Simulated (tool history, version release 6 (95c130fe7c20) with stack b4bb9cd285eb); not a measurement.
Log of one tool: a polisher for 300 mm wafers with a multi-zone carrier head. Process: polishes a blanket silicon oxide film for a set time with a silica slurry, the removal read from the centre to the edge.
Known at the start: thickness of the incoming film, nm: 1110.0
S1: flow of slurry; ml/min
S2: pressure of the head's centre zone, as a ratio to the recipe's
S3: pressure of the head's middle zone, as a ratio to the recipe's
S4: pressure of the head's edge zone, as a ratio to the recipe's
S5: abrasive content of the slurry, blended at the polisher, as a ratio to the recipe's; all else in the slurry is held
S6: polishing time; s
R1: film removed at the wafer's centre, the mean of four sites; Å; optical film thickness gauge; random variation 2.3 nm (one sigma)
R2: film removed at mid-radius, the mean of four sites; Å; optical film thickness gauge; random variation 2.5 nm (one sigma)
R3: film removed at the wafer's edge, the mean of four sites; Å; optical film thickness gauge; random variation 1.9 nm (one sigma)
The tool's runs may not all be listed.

{"run": 1, "hour": 0.0, "S1": 250, "S2": 1, "S3": 1, "S4": 1, "S5": 1, "S6": 38, "R1": 1088, "R2": 1110, "R3": 1114.4}
{"run": 2, "hour": 3.3, "S1": 255, "S2": 1.04, "S3": 1.04, "S4": 1, "S5": 1.15, "S6": 39, "R1": 1236.3, "R2": 1227.6, "R3": 1202.3}
{"run": 3, "hour": 4.8, "S1": 260, "S2": 1.05, "S3": 1.08, "S4": 0.99, "S5": 1.25, "S6": 40, "R1": 1326.5, "R2": 1373.8, "R3": 1238.7}
{"run": 4, "hour": 9.0, "S1": 265, "S2": 1.07, "S3": 1.09, "S4": 1.01, "S5": 1.3, "S6": 41, "R1": 1451.3, "R2": 1466.1, "R3": 1340.8}
{"run": 5, "hour": 12.5, "S1": 225, "S2": 1.07, "S3": 1.09, "S4": 1.01, "S5": 1.3, "S6": 41, "R1": 1379.1, "R2": 1399.7, "R3": 1308}
{"run": 6, "hour": 15.5, "S1": 225, "S2": 1.07, "S3": 1.17, "S4": 1.01, "S5": 1.3, "S6": 41, "R1": 1409.1, "R2": 1492.7, "R3": 1302}
{"run": 7, "hour": 24.2, "S1": 245, "S2": 1.09, "S3": 1.18, "S4": 1.03, "S5": 1.35, "S6": 41, "R1": 1462.7, "R2": 1554.4, "R3": 1388.9}
{"run": 8, "hour": 30.7, "S1": 260, "S2": 1.11, "S3": 1.18, "S4": 1.03, "S5": 1.35, "S6": 41, "R1": 1499.7, "R2": 1520.2, "R3": 1353.7}
{"run": 9, "hour": 37.7, "S1": 265, "S2": 1.11, "S3": 1.18, "S4": 1.03, "S5": 1.4, "S6": 41, "R1": 1496.3, "R2": 1564.1, "R3": 1394.2}

Forecast run 10:
{"run": 10, "hour": 44.5, "S1": 265, "S2": 1.12, "S3": 1.18, "S4": 1.02, "S5": 1.45, "S6": 41, "R1": "?", "R2": "?", "R3": "?"}

R1: 1563 Å
R2: 1591.9 Å
R3: 1410.5 Å
